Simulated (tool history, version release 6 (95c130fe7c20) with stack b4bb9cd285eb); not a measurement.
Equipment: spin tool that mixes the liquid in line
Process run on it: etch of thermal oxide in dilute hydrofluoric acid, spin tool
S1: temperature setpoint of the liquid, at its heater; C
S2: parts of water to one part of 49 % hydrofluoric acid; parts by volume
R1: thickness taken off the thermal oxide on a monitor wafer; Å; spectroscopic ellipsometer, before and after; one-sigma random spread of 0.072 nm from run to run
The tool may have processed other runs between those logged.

Run 1, day 0: S1 25 C, S2 50 parts by volume, time under the liquid (s) 130. Result: R1 136.72 Å.
Run 2, day 0.208: S1 25 C, S2 60 parts by volume, time under the liquid (s) 130. Result: R1 112.96 Å.
Run 3, day 0.404: S1 25 C, S2 60 parts by volume, time under the liquid (s) 140. Result: R1 121.17 Å.
Run 4, day 0.471: S1 24 C, S2 60 parts by volume, time under the liquid (s) 140. Result: R1 115.89 Å.
Run 5, day 0.825: S1 27 C, S2 60 parts by volume, time under the liquid (s) 140. Result: R1 132.25 Å.
Run 6, day 0.962: S1 25.5 C, S2 60 parts by volume, time under the liquid (s) 140. Result: R1 123.66 Å.
Run 7, day 1.279: S1 24.5 C, S2 60 parts by volume, time under the liquid (s) 140. Result: R1 117.05 Å.
Run 8, day 1.388: S1 24 C, S2 60 parts by volume, time under the liquid (s) 140. Result: R1 115.71 Å.
Run 9, day 1.579: S1 23.5 C, S2 60 parts by volume, time under the liquid (s) 140. Result: R1 114.67 Å.

Run 10 has not been measured yet. What should we expect?
Run 10, day 1.617: S1 22.5 C, S2 60 parts by volume, time under the liquid (s) 140. Result: R1 ?.

{"run 10": {"R1": 109.62}}
